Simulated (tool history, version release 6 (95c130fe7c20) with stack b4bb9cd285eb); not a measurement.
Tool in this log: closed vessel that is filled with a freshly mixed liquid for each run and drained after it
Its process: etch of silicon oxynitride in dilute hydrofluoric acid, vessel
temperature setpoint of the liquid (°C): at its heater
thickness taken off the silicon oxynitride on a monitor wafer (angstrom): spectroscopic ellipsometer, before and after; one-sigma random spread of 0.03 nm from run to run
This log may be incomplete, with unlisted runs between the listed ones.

run	day	temperature setpoint of the liquid (°C)	parts of water to one part of 49 % hydrofluoric acid (parts by volume)	time in the liquid (s)	thickness taken off the silicon oxynitride on a monitor wafer (angstrom)
1	0.000	24.0	135	890	92.671
2	0.167	22.5	135	890	86.508
3	0.412	21.0	135	890	79.613
4	0.575	21.0	90	890	123.970
5	0.958	23.5	90	890	139.190
# day 1.300: thermometer replaced
6	1.300	21.0	90	890	134.430

Run 7 is up next; what results do you expect?
7	1.379	20.0	100	890	?

Run 7 measured thickness taken off the silicon oxynitride on a monitor wafer (angstrom) 114.380.

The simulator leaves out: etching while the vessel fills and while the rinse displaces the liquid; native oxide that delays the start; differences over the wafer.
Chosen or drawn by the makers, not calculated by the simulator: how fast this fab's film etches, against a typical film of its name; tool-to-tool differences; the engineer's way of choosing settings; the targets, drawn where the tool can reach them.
